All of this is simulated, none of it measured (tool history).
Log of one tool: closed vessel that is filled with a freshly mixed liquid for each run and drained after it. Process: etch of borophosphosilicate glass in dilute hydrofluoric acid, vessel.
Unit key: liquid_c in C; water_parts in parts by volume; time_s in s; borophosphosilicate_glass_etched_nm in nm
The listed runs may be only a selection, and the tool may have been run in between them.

| run | hour | liquid_c | water_parts | time_s | borophosphosilicate_glass_etched_nm |
|---|---|---|---|---|---|
| 1 | 0 | 22 | 265 | 325 | 67.657 |
| 2 | 6.1 | 22 | 265 | 345 | 72.08 |
| 3 | 8 | 23 | 245 | 345 | 83.466 |
| 4 | 11.8 | 24 | 230 | 345 | 94.556 |
| 5 | 19.4 | 24 | 265 | 345 | 77.872 |
| 6 | 26 | 24 | 215 | 345 | 101.34 |
| 7 | 27.2 | 25 | 205 | 345 | 111.48 |
| 8 | 33.3 | 25.5 | 200 | 345 | 114.13 |
| 9 | 35.6 | 26 | 190 | 345 | 126.88 |
|  | 43.2 | thermometer replaced |
| 10 | 43.2 | 26.5 | 185 | 345 | 127.97 |
| 11 | 44.3 | 27 | 180 | 345 | 134.36 |
| 12 | 50.3 | 27.5 | 175 | 345 | 136.99 |
| 13 | 56 | 28 | 170 | 345 | 146.79 |

Run 14 is up next; what results do you expect?
| 14 | 56.8 | 28.5 | 170 | 345 | ? |

{"run 14": {"borophosphosilicate_glass_etched_nm": 149.88}}
